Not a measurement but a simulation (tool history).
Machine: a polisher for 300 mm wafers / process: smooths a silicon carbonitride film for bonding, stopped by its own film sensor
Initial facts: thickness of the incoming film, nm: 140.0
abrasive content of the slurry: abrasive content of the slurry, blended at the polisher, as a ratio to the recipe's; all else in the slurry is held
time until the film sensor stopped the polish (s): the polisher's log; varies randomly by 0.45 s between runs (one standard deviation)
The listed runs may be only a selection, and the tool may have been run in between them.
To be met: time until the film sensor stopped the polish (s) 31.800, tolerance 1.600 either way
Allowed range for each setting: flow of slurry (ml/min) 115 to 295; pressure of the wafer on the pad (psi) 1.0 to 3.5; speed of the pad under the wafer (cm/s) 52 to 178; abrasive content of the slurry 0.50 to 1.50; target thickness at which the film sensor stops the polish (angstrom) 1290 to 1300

| run | hour | flow of slurry (ml/min) | pressure of the wafer on the pad (psi) | speed of the pad under the wafer (cm/s) | abrasive content of the slurry | target thickness at which the film sensor stops the polish (angstrom) | time until the film sensor stopped the polish (s) |
|---|---|---|---|---|---|---|---|
| 1 | 0.0 | 190 | 2.2 | 114 | 1.00 | 1290 | 41.622 |
| 2 | 6.4 | 190 | 2.2 | 114 | 0.90 | 1290 | 42.973 |
| 3 | 10.6 | 190 | 2.3 | 114 | 0.90 | 1290 | 42.123 |
| 4 | 14.0 | 190 | 2.4 | 114 | 0.90 | 1290 | 40.581 |
| 5 | 20.1 | 190 | 2.5 | 114 | 0.90 | 1290 | 37.946 |
| 6 | 20.7 | 190 | 2.5 | 114 | 0.80 | 1290 | 40.608 |
| 7 | 28.0 | 190 | 2.6 | 114 | 0.80 | 1290 | 39.401 |
| 8 | 35.3 | 190 | 2.7 | 114 | 0.80 | 1290 | 38.585 |
| 9 | 43.8 | 190 | 2.8 | 114 | 0.80 | 1290 | 36.781 |
| 10 | 48.7 | 190 | 2.9 | 114 | 0.80 | 1290 | 36.027 |

Below are 5 possible settings for the next run. Only one of them brings all results inside the allowed miss of their targets. Which is it?
| A | 53.6 | 140 | 3.3 | 106 | 0.75 | 1290 | ? |
| B | 53.6 | 185 | 2.9 | 116 | 0.85 | 1300 | ? |
| C | 53.6 | 185 | 3.0 | 112 | 0.80 | 1290 | ? |
| D | 53.6 | 185 | 2.7 | 130 | 0.70 | 1290 | ? |
| E | 53.6 | 185 | 2.6 | 122 | 0.80 | 1300 | ? |

| move | time until the film sensor stopped the polish (s) |
|---|---|
| A | 35.492 |
| B | 30.666 |
| C | 34.457 |
| D | 36.709 |
| E | 33.883 |
A: closer than the last run, but not yet in spec
B: in spec on every target
C: closer than the last run, but not yet in spec
D: misses by more than the last run did
E: closer than the last run, but not yet in spec
B meets every target.

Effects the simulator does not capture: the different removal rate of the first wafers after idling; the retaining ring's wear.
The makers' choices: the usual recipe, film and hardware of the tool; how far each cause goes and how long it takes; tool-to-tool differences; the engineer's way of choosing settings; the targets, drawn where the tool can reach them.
